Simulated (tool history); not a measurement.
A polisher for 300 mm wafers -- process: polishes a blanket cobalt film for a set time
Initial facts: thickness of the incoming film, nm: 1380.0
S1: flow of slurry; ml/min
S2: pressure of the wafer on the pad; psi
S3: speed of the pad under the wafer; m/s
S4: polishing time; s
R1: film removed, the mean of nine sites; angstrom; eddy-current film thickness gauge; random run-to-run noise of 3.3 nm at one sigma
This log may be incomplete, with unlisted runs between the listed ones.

run 1 hour=0.0 | S1=225 S2=1.7 S3=0.90 S4=97 | R1=4406.8
run 2 hour=8.0 | S1=225 S2=1.7 S3=0.90 S4=101 | R1=4432.4
run 3 hour=9.0 | S1=225 S2=1.7 S3=1.12 S4=101 | R1=5538.1
run 4 hour=17.7 | S1=225 S2=1.7 S3=1.30 S4=101 | R1=6372.5
run 5 hour=19.6 | S1=225 S2=1.7 S3=1.42 S4=101 | R1=6782.4
run 6 hour=21.7 | S1=225 S2=1.5 S3=1.34 S4=101 | R1=5733.0
run 7 hour=29.7 | S1=225 S2=1.5 S3=1.34 S4=101 | R1=5815.6
run 8 hour=32.2 | S1=225 S2=1.3 S3=1.28 S4=101 | R1=4731.9
run 9 hour=37.4 | S1=225 S2=1.2 S3=1.26 S4=101 | R1=4377.0
run 10 hour=45.9 | S1=220 S2=0.8 S3=1.16 S4=101 | R1=2769.9
run 11 hour=49.8 | S1=230 S2=0.8 S3=1.16 S4=101 | R1=2796.8
run 12 hour=55.2 | S1=240 S2=1.0 S3=1.16 S4=101 | R1=3399.2
run 13 hour=60.5 | S1=230 S2=1.0 S3=1.16 S4=101 | R1=3430.3

Expected results for the next run?
run 14 hour=66.0 | S1=220 S2=1.0 S3=1.16 S4=101 | R1=?

R1: 3346.2 angstrom
